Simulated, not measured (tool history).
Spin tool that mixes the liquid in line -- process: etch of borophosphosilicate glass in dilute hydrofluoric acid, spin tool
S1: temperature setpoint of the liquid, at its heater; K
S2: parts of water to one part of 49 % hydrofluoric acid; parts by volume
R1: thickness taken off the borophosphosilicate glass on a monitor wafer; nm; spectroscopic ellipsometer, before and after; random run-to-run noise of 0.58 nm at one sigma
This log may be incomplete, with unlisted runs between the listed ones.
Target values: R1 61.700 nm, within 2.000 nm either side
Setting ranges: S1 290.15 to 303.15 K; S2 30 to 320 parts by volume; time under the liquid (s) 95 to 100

Run 1, hour 0.0: S1 295.15 K, S2 175 parts by volume, time under the liquid (s) 95. Result: R1 17.590 nm.
Run 2, hour 0.6: S1 297.15 K, S2 135 parts by volume, time under the liquid (s) 95. Result: R1 25.476 nm.
Run 3, hour 6.3: S1 297.15 K, S2 110 parts by volume, time under the liquid (s) 95. Result: R1 32.488 nm.
Run 4, hour 9.4: S1 298.65 K, S2 95 parts by volume, time under the liquid (s) 95. Result: R1 40.607 nm.
Run 5, hour 15.2: S1 298.65 K, S2 95 parts by volume, time under the liquid (s) 100. Result: R1 42.699 nm.
Run 6, hour 16.3: S1 299.65 K, S2 90 parts by volume, time under the liquid (s) 100. Result: R1 47.452 nm.
Run 7, hour 18.0: S1 300.65 K, S2 85 parts by volume, time under the liquid (s) 100. Result: R1 52.090 nm.
Run 8, hour 19.7: S1 301.15 K, S2 85 parts by volume, time under the liquid (s) 100. Result: R1 52.934 nm.
Run 9, hour 23.3: S1 301.65 K, S2 85 parts by volume, time under the liquid (s) 100. Result: R1 55.087 nm.
Run 10, hour 26.7: S1 302.15 K, S2 85 parts by volume, time under the liquid (s) 100. Result: R1 55.913 nm.
Run 11, hour 31.6: S1 302.65 K, S2 85 parts by volume, time under the liquid (s) 100. Result: R1 56.175 nm.

Exercise: of the 5 proposed moves below, exactly one satisfies all targets within the stated allowed misses. Which move is it?
Run A, hour 36.5: S1 301.15 K, S2 80 parts by volume, time under the liquid (s) 100. Result: R1 ?.
Run B, hour 36.5: S1 303.15 K, S2 85 parts by volume, time under the liquid (s) 100. Result: R1 ?.
Run C, hour 36.5: S1 303.15 K, S2 80 parts by volume, time under the liquid (s) 100. Result: R1 ?.
Run D, hour 36.5: S1 298.65 K, S2 80 parts by volume, time under the liquid (s) 100. Result: R1 ?.
Run E, hour 36.5: S1 300.15 K, S2 75 parts by volume, time under the liquid (s) 95. Result: R1 ?.

move      R1
   A  56.400
   B  56.915
   C  60.914
   D  51.127
   E  55.342
A: roughly where the last run was
B: nearer than the last run, and not there yet
C: hits every target within its allowed miss
D: the biggest miss grows against the last run
E: the biggest miss grows against the last run
Move C is the one to make.
